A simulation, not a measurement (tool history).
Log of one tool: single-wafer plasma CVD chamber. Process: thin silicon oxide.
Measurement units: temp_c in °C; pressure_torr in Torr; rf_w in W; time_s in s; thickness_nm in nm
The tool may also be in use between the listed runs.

run 1 day=0 | temp_c=385 pressure_torr=0.787 rf_w=265 time_s=12.9 | thickness_nm=22.831
run 2 day=0.158 | temp_c=375 pressure_torr=0.787 rf_w=265 time_s=12.9 | thickness_nm=22.881
run 3 day=0.317 | temp_c=375 pressure_torr=0.835 rf_w=265 time_s=12.9 | thickness_nm=24.22
run 4 day=0.379 | temp_c=375 pressure_torr=0.874 rf_w=265 time_s=12.9 | thickness_nm=25.17
run 5 day=0.679 | temp_c=370 pressure_torr=0.874 rf_w=265 time_s=12.9 | thickness_nm=25.257
run 6 day=0.938 | temp_c=370 pressure_torr=0.874 rf_w=265 time_s=13.3 | thickness_nm=26.037

Run 7 is up next; what results do you expect?
run 7 day=1.258 | temp_c=370 pressure_torr=1.015 rf_w=265 time_s=13.3 | thickness_nm=?

{"run 7": {"thickness_nm": 29.446}}
